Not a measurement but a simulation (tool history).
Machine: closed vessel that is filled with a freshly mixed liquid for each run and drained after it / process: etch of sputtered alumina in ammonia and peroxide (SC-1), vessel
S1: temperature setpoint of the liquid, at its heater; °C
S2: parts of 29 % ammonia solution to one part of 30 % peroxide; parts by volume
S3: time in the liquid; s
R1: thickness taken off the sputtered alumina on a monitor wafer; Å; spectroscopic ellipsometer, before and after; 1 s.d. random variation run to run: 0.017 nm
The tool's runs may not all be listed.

Run 1, day 0.000: S1 53.0 °C, S2 0.80 parts by volume, S3 30 s. Result: R1 19.076 Å.
Run 2, day 0.025: S1 53.5 °C, S2 0.80 parts by volume, S3 30 s. Result: R1 19.693 Å.
Run 3, day 0.104: S1 53.5 °C, S2 0.80 parts by volume, S3 30 s. Result: R1 19.458 Å.
Run 4, day 0.275: S1 53.5 °C, S2 0.80 parts by volume, S3 30 s. Result: R1 19.511 Å.
Run 5, day 0.371: S1 53.5 °C, S2 0.95 parts by volume, S3 30 s. Result: R1 19.807 Å.
Run 6, day 0.467: S1 48.0 °C, S2 0.95 parts by volume, S3 30 s. Result: R1 14.907 Å.
Run 7, day 0.562: S1 48.0 °C, S2 0.95 parts by volume, S3 30 s. Result: R1 14.709 Å.
Run 8, day 0.804: S1 49.5 °C, S2 0.95 parts by volume, S3 30 s. Result: R1 15.917 Å.

For run 9, what comes out?
Run 9, day 0.954: S1 50.5 °C, S2 0.95 parts by volume, S3 30 s. Result: R1 ?.

{"run 9": {"R1": 16.941}}
